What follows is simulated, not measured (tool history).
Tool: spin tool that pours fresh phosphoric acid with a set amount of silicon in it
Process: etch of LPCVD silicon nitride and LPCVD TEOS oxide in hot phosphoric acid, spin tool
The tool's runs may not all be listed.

run	hour	temperature setpoint of the liquid (°C)	silicon dissolved in the acid as it is poured (mg a litre)	time under the liquid (s)	thickness taken off the LPCVD silicon nitride on a monitor wafer (nm)	thickness taken off the LPCVD TEOS oxide on a monitor wafer (nm)
1	0	163	18	180	16.303	0.60925
2	5.8	162	17	130	11.205	0.47273
3	10	161	20	105	8.6272	0.28966
4	17.8	161	20	155	13.166	0.46201
5	19.5	161	20	125	10.309	0.36622
6	21.9	160.5	20	105	8.7576	0.284
7	24.3	160.5	19	90	7.4065	0.25518
8	27.1	160	18	85	6.8176	0.24365

Forecast run 9:
9	28	159.5	17.5	85	?	?

{"run 9": {"thickness taken off the LPCVD silicon nitride on a monitor wafer (nm)": 6.739, "thickness taken off the LPCVD TEOS oxide on a monitor wafer (nm)": 0.2235}}

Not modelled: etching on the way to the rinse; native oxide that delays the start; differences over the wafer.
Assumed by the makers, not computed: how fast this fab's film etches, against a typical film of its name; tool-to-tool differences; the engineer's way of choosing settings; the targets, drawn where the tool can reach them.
